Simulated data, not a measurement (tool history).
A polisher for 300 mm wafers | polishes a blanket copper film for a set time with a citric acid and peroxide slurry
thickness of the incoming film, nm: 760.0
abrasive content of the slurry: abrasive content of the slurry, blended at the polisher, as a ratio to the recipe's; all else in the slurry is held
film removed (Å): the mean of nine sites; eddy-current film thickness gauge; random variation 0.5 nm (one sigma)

run,day,flow of slurry (ml/min),pressure of the wafer on the pad (kPa),speed of the pad under the wafer (cm/s),abrasive content of the slurry,polishing time (s),film removed (Å)
1,0.000,120,23.4,124,1.00,39,1100.90
2,0.117,120,23.4,124,1.00,39,1092.00
3,0.242,115,21.4,124,1.00,39,999.67
4,0.467,115,21.4,124,1.15,39,1027.00
5,0.667,110,20.0,124,1.15,39,955.80
6,1.038,105,18.6,124,1.15,39,888.70
7,1.300,100,17.2,124,1.15,39,822.62
8,1.421,95,16.5,124,1.15,39,775.55
9,1.525,90,15.9,124,1.15,39,750.34

Forecast run 10:
10,1.571,85,15.2,124,1.15,39,?

film removed (Å): 704.37
